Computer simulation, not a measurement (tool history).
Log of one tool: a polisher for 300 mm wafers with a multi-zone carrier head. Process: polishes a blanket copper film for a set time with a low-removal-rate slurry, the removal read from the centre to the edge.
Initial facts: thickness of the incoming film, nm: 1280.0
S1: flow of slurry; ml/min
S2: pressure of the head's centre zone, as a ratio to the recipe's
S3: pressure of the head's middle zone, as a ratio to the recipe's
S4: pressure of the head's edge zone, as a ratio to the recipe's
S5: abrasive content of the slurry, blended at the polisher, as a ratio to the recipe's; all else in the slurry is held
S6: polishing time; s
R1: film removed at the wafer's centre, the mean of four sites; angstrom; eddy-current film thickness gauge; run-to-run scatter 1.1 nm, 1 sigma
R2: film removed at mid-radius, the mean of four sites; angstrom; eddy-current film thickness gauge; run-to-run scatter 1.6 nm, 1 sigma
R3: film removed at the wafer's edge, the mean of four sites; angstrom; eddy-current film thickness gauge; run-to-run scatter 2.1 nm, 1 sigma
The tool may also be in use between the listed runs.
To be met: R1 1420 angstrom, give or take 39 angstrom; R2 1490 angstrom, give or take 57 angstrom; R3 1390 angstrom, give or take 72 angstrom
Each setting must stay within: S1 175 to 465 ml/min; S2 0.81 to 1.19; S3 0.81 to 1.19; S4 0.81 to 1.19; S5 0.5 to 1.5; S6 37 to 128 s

run 1 hour=0 | S1=295 S2=1 S3=1 S4=1 S5=1 S6=82 | R1=1971.6 R2=1972.5 R3=1983.6
run 2 hour=5.6 | S1=300 S2=0.99 S3=1 S4=0.97 S5=0.9 S6=79 | R1=1874.5 R2=1837.5 R3=1892.4
run 3 hour=8.6 | S1=240 S2=0.99 S3=1 S4=0.97 S5=0.9 S6=79 | R1=1827.8 R2=1803.1 R3=1797.8
run 4 hour=9.7 | S1=240 S2=0.94 S3=1 S4=0.97 S5=0.9 S6=79 | R1=1709.8 R2=1813.3 R3=1879.4
run 5 hour=10.3 | S1=175 S2=0.94 S3=1 S4=0.97 S5=0.9 S6=79 | R1=1634.5 R2=1789.4 R3=1759.8
run 6 hour=12.2 | S1=175 S2=0.95 S3=1.01 S4=0.95 S5=0.8 S6=77 | R1=1581.9 R2=1719.9 R3=1675
run 7 hour=18.2 | S1=175 S2=0.96 S3=1.01 S4=0.93 S5=0.75 S6=75 | R1=1542.6 R2=1612.2 R3=1599.9
run 8 hour=22 | S1=175 S2=0.97 S3=1.03 S4=0.91 S5=0.7 S6=74 | R1=1531.9 R2=1615.5 R3=1559
run 9 hour=25.9 | S1=175 S2=0.97 S3=1.04 S4=0.9 S5=0.65 S6=73 | R1=1509.3 R2=1588.9 R3=1508.5
run 10 hour=26.9 | S1=175 S2=0.97 S3=1.04 S4=0.89 S5=0.6 S6=72 | R1=1474.1 R2=1557.1 R3=1465.2
run 11 hour=28.8 | S1=175 S2=0.97 S3=1.04 S4=0.88 S5=0.6 S6=72 | R1=1472.6 R2=1552.2 R3=1433
run 12 hour=29.9 | S1=175 S2=0.97 S3=1.03 S4=0.88 S5=0.6 S6=72 | R1=1447.1 R2=1551.2 R3=1455.2
run 13 hour=31.5 | S1=175 S2=0.97 S3=1.03 S4=0.87 S5=0.6 S6=72 | R1=1440.4 R2=1530.9 R3=1469.4
run 14 hour=38.7 | S1=190 S2=1 S3=1.05 S4=0.83 S5=0.5 S6=70 | R1=1466.2 R2=1515.4 R3=1400.4

Which one of the following 5 next-run settings gets every result inside its allowed miss? There is exactly one.
run A hour=45.9 | S1=190 S2=1.04 S3=1.09 S4=0.81 S5=0.5 S6=71 | R1=? R2=? R3=?
run B hour=45.9 | S1=195 S2=1.02 S3=1 S4=0.81 S5=0.55 S6=69 | R1=? R2=? R3=?
run C hour=45.9 | S1=210 S2=0.96 S3=1.01 S4=0.81 S5=0.5 S6=69 | R1=? R2=? R3=?
run D hour=45.9 | S1=200 S2=1.03 S3=1.19 S4=0.83 S5=0.5 S6=61 | R1=? R2=? R3=?
run E hour=45.9 | S1=210 S2=1.04 S3=1.09 S4=0.81 S5=0.65 S6=67 | R1=? R2=? R3=?

move=A R1=1548.5 R2=1588.5 R3=1381
move=B R1=1496.2 R2=1459.1 R3=1361
move=C R1=1410.9 R2=1473 R3=1358.4
move=D R1=1330.1 R2=1479.4 R3=1201.3
move=E R1=1528.8 R2=1565.5 R3=1355.7
A: moves away from the targets compared with the last run
B: moves away from the targets compared with the last run
C: hits every target within its allowed miss
D: moves the result that the last run missed by most past its target, out the other side
E: moves away from the targets compared with the last run
The right move is C.

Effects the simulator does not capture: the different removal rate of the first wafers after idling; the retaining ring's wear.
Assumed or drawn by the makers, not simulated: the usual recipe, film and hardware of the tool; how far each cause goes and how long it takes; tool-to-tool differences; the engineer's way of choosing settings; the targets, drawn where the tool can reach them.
